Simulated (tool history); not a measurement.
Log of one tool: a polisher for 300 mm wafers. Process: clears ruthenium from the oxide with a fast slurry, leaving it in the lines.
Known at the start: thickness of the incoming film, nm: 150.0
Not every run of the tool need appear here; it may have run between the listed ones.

| run | hour | flow of slurry (ml/min) | pressure of the wafer on the pad (psi) | speed of the pad under the wafer (cm/s) | abrasive content of the slurry | overpolish time after the end point (s) | time until the end point was called (s) | dishing of a wide line in a test structure (Å) |
|---|---|---|---|---|---|---|---|---|
| 1 | 0 | 280 | 2.1 | 114 | 1 | 16 | 45.612 | 482.86 |
| 2 | 3 | 280 | 2.1 | 114 | 0.8 | 16 | 50.403 | 429.52 |
| 3 | 3.6 | 280 | 2.3 | 114 | 0.8 | 16 | 46.201 | 462.16 |
| 4 | 5.7 | 280 | 2.8 | 114 | 0.8 | 16 | 38.455 | 572.26 |
| 5 | 12.4 | 280 | 2.8 | 114 | 0.7 | 16 | 41.552 | 517.93 |
| 6 | 20 | 280 | 2.9 | 116 | 0.7 | 16 | 39.227 | 537.08 |

The next listed run, before its measurement:
| 7 | 26 | 280 | 3 | 116 | 0.7 | 16 | ? | ? |

time until the end point was called (s): 37.962
dishing of a wide line in a test structure (Å): 552.31
